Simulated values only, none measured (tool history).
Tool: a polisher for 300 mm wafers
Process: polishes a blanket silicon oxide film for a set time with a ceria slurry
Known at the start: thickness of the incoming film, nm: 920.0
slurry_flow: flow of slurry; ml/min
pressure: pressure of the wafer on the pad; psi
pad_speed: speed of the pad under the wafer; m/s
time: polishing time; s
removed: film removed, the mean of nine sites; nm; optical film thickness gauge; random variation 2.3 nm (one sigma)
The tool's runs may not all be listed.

{"run": 1, "hour": 0.0, "slurry_flow": 215, "pressure": 4.1, "pad_speed": 0.94, "time": 30, "removed": 134.29}
{"run": 2, "hour": 4.4, "slurry_flow": 265, "pressure": 4.1, "pad_speed": 0.94, "time": 30, "removed": 134.3}
{"run": 3, "hour": 6.0, "slurry_flow": 265, "pressure": 4.1, "pad_speed": 0.94, "time": 30, "removed": 137.56}
{"run": 4, "hour": 10.0, "slurry_flow": 265, "pressure": 4.1, "pad_speed": 1.04, "time": 30, "removed": 154.81}
{"run": 5, "hour": 14.0, "slurry_flow": 265, "pressure": 3.7, "pad_speed": 1.04, "time": 30, "removed": 136.78}
{"run": 6, "hour": 18.4, "slurry_flow": 265, "pressure": 3.1, "pad_speed": 1.04, "time": 30, "removed": 116.13}
{"run": 7, "hour": 25.8, "slurry_flow": 265, "pressure": 3.6, "pad_speed": 1.04, "time": 30, "removed": 135.31}
{"run": 8, "hour": 28.2, "slurry_flow": 265, "pressure": 4.0, "pad_speed": 1.04, "time": 30, "removed": 150.34}
{"run": 9, "hour": 32.8, "slurry_flow": 265, "pressure": 4.3, "pad_speed": 1.04, "time": 30, "removed": 155.56}

Run 10 comes next. What will it give?
{"run": 10, "hour": 38.7, "slurry_flow": 265, "pressure": 4.6, "pad_speed": 1.04, "time": 30, "removed": "?"}

removed: 166.70 nm
